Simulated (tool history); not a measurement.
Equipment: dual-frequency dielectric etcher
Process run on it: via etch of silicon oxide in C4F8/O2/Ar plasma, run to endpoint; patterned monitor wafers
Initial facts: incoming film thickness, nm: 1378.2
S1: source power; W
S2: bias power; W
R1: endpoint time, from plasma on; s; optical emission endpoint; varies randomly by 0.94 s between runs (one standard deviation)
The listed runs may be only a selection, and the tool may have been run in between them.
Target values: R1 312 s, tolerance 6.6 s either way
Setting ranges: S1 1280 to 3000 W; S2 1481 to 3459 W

Run 1, hour 0: S1 2140 W, S2 2470 W. Result: R1 270.56 s.
Run 2, hour 5: S1 2140 W, S2 2881 W. Result: R1 258.82 s.
Run 3, hour 11.2: S1 1900 W, S2 2763 W. Result: R1 273.91 s.
Run 4, hour 14.6: S1 1900 W, S2 2601 W. Result: R1 278.08 s.
Run 5, hour 18.3: S1 1740 W, S2 2538 W. Result: R1 288.4 s.
Run 6, hour 23.8: S1 1630 W, S2 2502 W. Result: R1 297.43 s.
Run 7, hour 28: S1 1570 W, S2 2484 W. Result: R1 298.94 s.
Run 8, hour 31: S1 1310 W, S2 2394 W. Result: R1 320.79 s.
Run 9, hour 34.2: S1 1310 W, S2 2394 W. Result: R1 321.05 s.

Next run, 5 choices. One meets every target within its allowed miss, the rest don't. Which?
Run A, hour 37.4: S1 1280 W, S2 2332 W. Result: R1 ?.
Run B, hour 37.4: S1 1280 W, S2 2288 W. Result: R1 ?.
Run C, hour 37.4: S1 1280 W, S2 2227 W. Result: R1 ?.
Run D, hour 37.4: S1 1280 W, S2 2192 W. Result: R1 ?.
Run E, hour 37.4: S1 1530 W, S2 2257 W. Result: R1 ?.

move      R1
   A  326.18
   B  327.85
   C  330.23
   D  331.62
   E  310.68
A: lands further from the targets than the last run did
B: lands further from the targets than the last run did
C: lands further from the targets than the last run did
D: lands further from the targets than the last run did
E: meets every target
Move E is the one to make.
